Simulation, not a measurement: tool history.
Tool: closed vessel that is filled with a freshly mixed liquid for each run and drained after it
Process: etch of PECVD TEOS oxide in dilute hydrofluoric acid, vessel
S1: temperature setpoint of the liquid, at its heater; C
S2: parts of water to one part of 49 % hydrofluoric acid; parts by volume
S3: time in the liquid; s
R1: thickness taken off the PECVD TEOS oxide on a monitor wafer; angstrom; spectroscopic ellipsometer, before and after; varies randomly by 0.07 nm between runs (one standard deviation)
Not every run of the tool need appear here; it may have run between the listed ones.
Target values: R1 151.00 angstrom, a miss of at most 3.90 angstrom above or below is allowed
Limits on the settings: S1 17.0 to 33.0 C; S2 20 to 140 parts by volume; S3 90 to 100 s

run,hour,S1,S2,S3,R1
1,0.0,25.0,75,90,212.08
2,6.3,26.5,75,90,224.88
3,7.8,26.5,75,90,224.95
4,16.0,24.5,75,90,208.47
5,17.8,23.0,75,90,196.47
6,21.3,25.0,75,90,212.60
7,28.0,23.5,75,90,198.49
8,34.4,22.5,75,90,191.88
9,42.6,21.5,75,90,182.64
10,45.2,20.5,75,90,176.05
11,52.5,20.0,75,90,173.63
12,60.5,19.5,75,90,167.66
13,65.6,19.0,75,90,166.41
14,74.7,17.0,80,90,141.69
15,76.5,17.5,80,90,145.21

4 next moves are on the table. One of them brings every result within its allowed miss. Which?
A,78.3,17.5,75,95,?
B,78.3,17.0,75,90,?
C,78.3,17.5,85,90,?
D,78.3,17.0,80,90,?

move,R1
A,164.86
B,152.88
C,136.32
D,142.56
A: moves the result that the last run missed by most past its target, out the other side
B: hits every target within its allowed miss
C: misses by more than the last run did
D: misses by more than the last run did
Go with B: it meets all targets.
